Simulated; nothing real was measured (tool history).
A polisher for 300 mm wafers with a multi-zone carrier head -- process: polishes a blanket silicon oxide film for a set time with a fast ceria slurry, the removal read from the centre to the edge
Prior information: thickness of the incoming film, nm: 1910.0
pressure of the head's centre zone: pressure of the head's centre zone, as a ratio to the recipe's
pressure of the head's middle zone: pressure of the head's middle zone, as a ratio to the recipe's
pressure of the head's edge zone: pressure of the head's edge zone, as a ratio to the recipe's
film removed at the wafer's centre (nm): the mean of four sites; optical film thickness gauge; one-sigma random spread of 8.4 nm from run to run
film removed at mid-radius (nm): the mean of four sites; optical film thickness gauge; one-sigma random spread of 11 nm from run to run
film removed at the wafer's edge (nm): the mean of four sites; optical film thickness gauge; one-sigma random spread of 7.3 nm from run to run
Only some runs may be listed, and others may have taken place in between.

run	hour	flow of slurry (ml/min)	pressure of the head's centre zone	pressure of the head's middle zone	pressure of the head's edge zone	polishing time (s)	film removed at the wafer's centre (nm)	film removed at mid-radius (nm)	film removed at the wafer's edge (nm)
1	0.0	200	1.00	1.00	1.00	47	627.39	632.94	611.27
2	6.8	210	0.99	1.05	1.03	48	624.58	671.94	638.63
3	13.0	210	0.99	1.05	1.03	43	557.17	619.29	572.87
4	14.2	210	1.05	1.05	1.03	43	597.01	613.65	573.10
5	16.0	220	1.05	1.09	1.05	45	629.50	639.38	601.08
6	19.0	220	1.09	1.09	1.05	45	647.44	661.24	605.21
7	24.4	220	1.05	1.12	1.05	47	662.89	692.24	632.02
8	26.7	225	1.01	1.14	1.04	48	653.97	725.98	629.90
9	32.2	225	1.01	1.14	1.04	48	647.21	721.71	633.67

The next listed run, before its measurement:
10	40.3	230	0.99	1.16	1.05	49	?	?	?

{"run 10": {"film removed at the wafer's centre (nm)": 654.54, "film removed at mid-radius (nm)": 743.1, "film removed at the wafer's edge (nm)": 653.67}}
